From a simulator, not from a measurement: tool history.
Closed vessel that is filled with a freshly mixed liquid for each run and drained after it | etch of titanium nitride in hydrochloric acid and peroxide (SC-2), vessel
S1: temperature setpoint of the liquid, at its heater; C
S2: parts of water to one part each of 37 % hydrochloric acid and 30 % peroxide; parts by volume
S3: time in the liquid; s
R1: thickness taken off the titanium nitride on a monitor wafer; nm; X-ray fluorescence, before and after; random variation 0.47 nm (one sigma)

{"run": 1, "day": 0.0, "S1": 46, "S2": 9, "S3": 810, "R1": 17.823}
{"run": 2, "day": 0.162, "S1": 46, "S2": 9, "S3": 620, "R1": 13.673}
{"run": 3, "day": 0.325, "S1": 46, "S2": 12, "S3": 620, "R1": 10.639}
{"run": 4, "day": 0.642, "S1": 46, "S2": 12, "S3": 810, "R1": 14.103}
{"run": 5, "day": 0.683, "S1": 50.5, "S2": 12, "S3": 810, "R1": 18.975}
{"run": 6, "day": 0.733, "S1": 52.5, "S2": 10.5, "S3": 810, "R1": 24.503}
{"run": 7, "day": 1.012, "S1": 54, "S2": 9.5, "S3": 810, "R1": 29.137}
{"day": 1.088, "done": "thermometer replaced"}
{"run": 8, "day": 1.088, "S1": 55.5, "S2": 8.5, "S3": 810, "R1": 39.066}

The next listed run, before its measurement:
{"run": 9, "day": 1.25, "S1": 62, "S2": 6, "S3": 810, "R1": "?"}

Run 9 gave R1 77.197 nm.
